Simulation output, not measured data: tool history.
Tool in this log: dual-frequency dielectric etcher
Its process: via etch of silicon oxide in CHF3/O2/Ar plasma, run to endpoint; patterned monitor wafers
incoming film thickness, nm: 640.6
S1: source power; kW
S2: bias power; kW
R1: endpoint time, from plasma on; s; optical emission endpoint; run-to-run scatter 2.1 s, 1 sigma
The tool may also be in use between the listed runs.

run    day     S1     S2      R1
  1  0.000  0.700  0.183  288.53
  2  0.212  0.630  0.183  297.50
  3  0.454  0.630  0.158  326.80
  4  0.538  0.630  0.134  354.03
  5  0.708  0.510  0.134  393.84
  6  0.758  0.610  0.138  356.63
  7  0.796  0.690  0.143  331.20
  8  0.925  0.750  0.148  311.32

For run 9, what comes out?
  9  1.271  0.750  0.148   ?

Run 9 produced R1 309.94 s.

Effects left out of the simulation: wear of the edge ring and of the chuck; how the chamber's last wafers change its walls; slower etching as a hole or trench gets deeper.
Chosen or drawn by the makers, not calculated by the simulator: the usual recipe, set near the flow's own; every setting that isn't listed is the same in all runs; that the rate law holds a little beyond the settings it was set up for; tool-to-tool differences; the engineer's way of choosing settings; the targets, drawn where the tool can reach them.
